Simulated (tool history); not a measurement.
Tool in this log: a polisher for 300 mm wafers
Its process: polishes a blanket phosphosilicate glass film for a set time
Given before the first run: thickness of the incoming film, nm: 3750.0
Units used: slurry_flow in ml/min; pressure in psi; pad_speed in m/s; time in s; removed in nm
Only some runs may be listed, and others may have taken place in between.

Run 1, hour 0.0: slurry_flow 170 ml/min, pressure 2.6 psi, pad_speed 0.90 m/s, slurry_solids 1.00, time 63 s. Result: removed 376.63 nm.
Run 2, hour 6.8: slurry_flow 155 ml/min, pressure 2.6 psi, pad_speed 0.90 m/s, slurry_solids 1.00, time 63 s. Result: removed 364.43 nm.
Run 3, hour 13.8: slurry_flow 160 ml/min, pressure 2.7 psi, pad_speed 0.90 m/s, slurry_solids 1.00, time 63 s. Result: removed 378.33 nm.
Run 4, hour 18.2: slurry_flow 160 ml/min, pressure 2.7 psi, pad_speed 0.90 m/s, slurry_solids 0.85, time 63 s. Result: removed 335.70 nm.
Run 5, hour 24.0: slurry_flow 160 ml/min, pressure 2.5 psi, pad_speed 0.90 m/s, slurry_solids 0.85, time 63 s. Result: removed 309.98 nm.
At hour 28.4: slurry nozzle cleaned.
Run 6, hour 28.4: slurry_flow 160 ml/min, pressure 2.5 psi, pad_speed 0.90 m/s, slurry_solids 0.85, time 57 s. Result: removed 289.52 nm.
Run 7, hour 31.4: slurry_flow 165 ml/min, pressure 3.2 psi, pad_speed 0.96 m/s, slurry_solids 0.85, time 57 s. Result: removed 391.00 nm.
Run 8, hour 32.6: slurry_flow 170 ml/min, pressure 3.3 psi, pad_speed 0.96 m/s, slurry_solids 0.85, time 57 s. Result: removed 401.83 nm.

What will run 9 give?
Run 9, hour 38.3: slurry_flow 170 ml/min, pressure 3.4 psi, pad_speed 0.96 m/s, slurry_solids 0.85, time 57 s. Result: removed ?.

{"run 9": {"removed": 410.79}}
